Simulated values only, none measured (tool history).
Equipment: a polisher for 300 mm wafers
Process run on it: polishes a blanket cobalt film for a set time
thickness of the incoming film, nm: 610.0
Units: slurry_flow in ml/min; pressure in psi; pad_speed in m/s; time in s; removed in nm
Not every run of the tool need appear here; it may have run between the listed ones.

Run 1, hour 0.0: slurry_flow 200 ml/min, pressure 2.0 psi, pad_speed 0.86 m/s, time 46 s. Result: removed 154.33 nm.
Run 2, hour 2.1: slurry_flow 245 ml/min, pressure 2.0 psi, pad_speed 0.86 m/s, time 46 s. Result: removed 157.96 nm.
Run 3, hour 10.1: slurry_flow 245 ml/min, pressure 2.0 psi, pad_speed 0.86 m/s, time 46 s. Result: removed 161.80 nm.
Run 4, hour 15.2: slurry_flow 250 ml/min, pressure 2.2 psi, pad_speed 0.86 m/s, time 46 s. Result: removed 170.96 nm.
Run 5, hour 19.5: slurry_flow 250 ml/min, pressure 2.2 psi, pad_speed 0.86 m/s, time 46 s. Result: removed 174.08 nm.
Run 6, hour 24.8: slurry_flow 250 ml/min, pressure 2.2 psi, pad_speed 0.86 m/s, time 46 s. Result: removed 173.25 nm.

What does the tool deliver on the next run?
Run 7, hour 33.6: slurry_flow 250 ml/min, pressure 2.4 psi, pad_speed 0.86 m/s, time 46 s. Result: removed ?.

Run 7 came out at removed 181.47 nm.
